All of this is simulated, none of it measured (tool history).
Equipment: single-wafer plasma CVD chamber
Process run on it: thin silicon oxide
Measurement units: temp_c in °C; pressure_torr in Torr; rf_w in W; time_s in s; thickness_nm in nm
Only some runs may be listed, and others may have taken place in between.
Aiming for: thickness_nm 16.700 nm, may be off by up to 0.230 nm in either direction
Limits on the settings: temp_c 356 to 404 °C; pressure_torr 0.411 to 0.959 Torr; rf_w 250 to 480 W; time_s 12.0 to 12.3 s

run 1 day=0.000 | temp_c=380 pressure_torr=0.685 rf_w=365 time_s=12.0 | thickness_nm=19.508
run 2 day=0.279 | temp_c=380 pressure_torr=0.674 rf_w=365 time_s=12.0 | thickness_nm=19.149
run 3 day=0.525 | temp_c=380 pressure_torr=0.674 rf_w=365 time_s=12.3 | thickness_nm=19.684
run 4 day=0.854 | temp_c=380 pressure_torr=0.663 rf_w=365 time_s=12.3 | thickness_nm=19.133
run 5 day=1.183 | temp_c=380 pressure_torr=0.655 rf_w=365 time_s=12.3 | thickness_nm=19.124
run 6 day=1.362 | temp_c=380 pressure_torr=0.655 rf_w=320 time_s=12.3 | thickness_nm=18.538
run 7 day=1.567 | temp_c=380 pressure_torr=0.648 rf_w=320 time_s=12.3 | thickness_nm=18.185
run 8 day=1.712 | temp_c=380 pressure_torr=0.642 rf_w=320 time_s=12.3 | thickness_nm=17.861

Pick the move, out of 4, that brings all results within their allowed miss; only one does.
run A day=1.858 | temp_c=389 pressure_torr=0.581 rf_w=345 time_s=12.0 | thickness_nm=?
run B day=1.858 | temp_c=378 pressure_torr=0.635 rf_w=290 time_s=12.3 | thickness_nm=?
run C day=1.858 | temp_c=373 pressure_torr=0.603 rf_w=275 time_s=12.3 | thickness_nm=?
run D day=1.858 | temp_c=386 pressure_torr=0.617 rf_w=315 time_s=12.0 | thickness_nm=?

move=A thickness_nm=16.271
move=B thickness_nm=17.437
move=C thickness_nm=16.361
move=D thickness_nm=16.855
A: the result that was furthest off in the last run now lies on the other side of its target
B: closer than the last run, but not yet in spec
C: the result that was furthest off in the last run now lies on the other side of its target
D: every result lands within tolerance
D is the move that brings every result within its allowed miss.

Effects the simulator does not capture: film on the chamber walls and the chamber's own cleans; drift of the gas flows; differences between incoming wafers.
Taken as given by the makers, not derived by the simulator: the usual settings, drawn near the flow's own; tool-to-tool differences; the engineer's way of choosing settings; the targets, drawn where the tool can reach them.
